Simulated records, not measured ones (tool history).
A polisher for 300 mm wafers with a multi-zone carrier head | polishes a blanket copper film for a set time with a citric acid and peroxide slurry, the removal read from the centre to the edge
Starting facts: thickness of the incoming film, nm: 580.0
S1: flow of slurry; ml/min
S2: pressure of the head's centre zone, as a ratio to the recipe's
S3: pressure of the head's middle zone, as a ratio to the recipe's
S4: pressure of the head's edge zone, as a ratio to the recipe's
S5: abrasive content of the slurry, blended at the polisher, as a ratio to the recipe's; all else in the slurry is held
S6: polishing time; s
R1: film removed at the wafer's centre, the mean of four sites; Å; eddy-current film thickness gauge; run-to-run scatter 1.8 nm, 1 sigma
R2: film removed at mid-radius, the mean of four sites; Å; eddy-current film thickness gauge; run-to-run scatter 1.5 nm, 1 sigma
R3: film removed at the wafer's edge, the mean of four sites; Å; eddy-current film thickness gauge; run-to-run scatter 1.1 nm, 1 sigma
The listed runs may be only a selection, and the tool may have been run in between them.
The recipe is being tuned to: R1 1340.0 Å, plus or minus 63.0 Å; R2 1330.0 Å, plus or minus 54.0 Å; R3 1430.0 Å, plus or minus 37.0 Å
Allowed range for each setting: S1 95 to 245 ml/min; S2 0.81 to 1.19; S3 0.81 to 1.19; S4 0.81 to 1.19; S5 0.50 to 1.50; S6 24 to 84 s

{"run": 1, "day": 0.0, "S1": 155, "S2": 1.0, "S3": 1.0, "S4": 1.0, "S5": 1.0, "S6": 54, "R1": 1545.1, "R2": 1561.6, "R3": 1639.5}
{"run": 2, "day": 0.208, "S1": 150, "S2": 0.99, "S3": 0.99, "S4": 0.98, "S5": 0.95, "S6": 54, "R1": 1495.9, "R2": 1528.7, "R3": 1596.3}
{"run": 3, "day": 0.512, "S1": 150, "S2": 0.99, "S3": 0.99, "S4": 0.9, "S5": 0.95, "S6": 54, "R1": 1513.2, "R2": 1520.9, "R3": 1536.4}
{"run": 4, "day": 0.621, "S1": 150, "S2": 0.99, "S3": 1.06, "S4": 0.9, "S5": 0.95, "S6": 54, "R1": 1528.6, "R2": 1600.6, "R3": 1534.9}
{"run": 5, "day": 0.812, "S1": 145, "S2": 0.99, "S3": 1.04, "S4": 0.9, "S5": 0.95, "S6": 54, "R1": 1544.3, "R2": 1591.6, "R3": 1506.1}
{"run": 6, "day": 1.079, "S1": 145, "S2": 0.99, "S3": 1.09, "S4": 0.9, "S5": 0.95, "S6": 54, "R1": 1482.4, "R2": 1595.4, "R3": 1534.2}
{"run": 7, "day": 1.271, "S1": 140, "S2": 0.99, "S3": 1.07, "S4": 0.91, "S5": 0.9, "S6": 54, "R1": 1477.2, "R2": 1589.1, "R3": 1497.2}
{"run": 8, "day": 1.333, "S1": 135, "S2": 0.98, "S3": 1.04, "S4": 0.92, "S5": 0.9, "S6": 54, "R1": 1477.1, "R2": 1510.0, "R3": 1516.7}
{"run": 9, "day": 1.533, "S1": 130, "S2": 0.97, "S3": 1.03, "S4": 0.92, "S5": 0.9, "S6": 54, "R1": 1379.5, "R2": 1540.6, "R3": 1518.3}
{"run": 10, "day": 1.588, "S1": 130, "S2": 0.98, "S3": 1.01, "S4": 0.92, "S5": 0.9, "S6": 54, "R1": 1437.6, "R2": 1468.3, "R3": 1478.5}
{"run": 11, "day": 1.667, "S1": 130, "S2": 0.98, "S3": 1.01, "S4": 0.92, "S5": 0.9, "S6": 54, "R1": 1443.5, "R2": 1503.0, "R3": 1497.6}
{"run": 12, "day": 1.821, "S1": 105, "S2": 0.95, "S3": 0.91, "S4": 0.9, "S5": 0.8, "S6": 54, "R1": 1287.4, "R2": 1250.2, "R3": 1404.5}

Consider the 4 candidate settings below. Which is the only one whose results all fall within their allowed miss of target?
{"run": "A", "day": 1.975, "S1": 105, "S2": 1.01, "S3": 0.83, "S4": 0.9, "S5": 0.75, "S6": 55, "R1": "?", "R2": "?", "R3": "?"}
{"run": "B", "day": 1.975, "S1": 135, "S2": 0.92, "S3": 0.91, "S4": 0.86, "S5": 0.9, "S6": 53, "R1": "?", "R2": "?", "R3": "?"}
{"run": "C", "day": 1.975, "S1": 105, "S2": 0.88, "S3": 0.99, "S4": 0.82, "S5": 0.95, "S6": 53, "R1": "?", "R2": "?", "R3": "?"}
{"run": "D", "day": 1.975, "S1": 95, "S2": 0.9, "S3": 0.88, "S4": 0.91, "S5": 0.7, "S6": 57, "R1": "?", "R2": "?", "R3": "?"}

move=A R1=1353.2 R2=1163.0 R3=1401.6
move=B R1=1330.3 R2=1337.1 R3=1434.5
move=C R1=1200.5 R2=1363.4 R3=1359.8
move=D R1=1196.0 R2=1211.2 R3=1409.8
A: misses by more than the last run did
B: meets every target
C: gets the furthest-off result to its target, but another result is out of tolerance
D: misses by more than the last run did
The right move is B.
